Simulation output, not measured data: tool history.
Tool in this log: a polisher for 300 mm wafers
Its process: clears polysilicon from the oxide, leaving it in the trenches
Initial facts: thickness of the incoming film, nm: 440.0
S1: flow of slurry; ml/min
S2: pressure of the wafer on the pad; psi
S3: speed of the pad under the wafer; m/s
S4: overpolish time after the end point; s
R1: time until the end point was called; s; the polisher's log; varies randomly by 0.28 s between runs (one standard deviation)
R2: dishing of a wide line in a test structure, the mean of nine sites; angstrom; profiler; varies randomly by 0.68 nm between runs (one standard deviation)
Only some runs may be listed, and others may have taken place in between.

run	hour	S1	S2	S3	S4	R1	R2
1	0	205	3.2	1.04	10	26.101	494.7
2	2.3	205	3.4	1.04	8	23.687	488.59
3	3.9	205	3.4	1.06	7	23.551	468.93
4	7.4	155	3.4	1.06	7	25.318	471.06
5	14.1	155	4.1	1.06	7	20.77	490.33
6	15.7	180	3.8	1.12	6	20.781	459.05
7	18.4	185	3.5	1.22	5	21.024	433.89

Predict the results of run 8:
8	25.8	185	3.4	1.3	5	?	?

{"run 8": {"R1": 19.624, "R2": 453.66}}
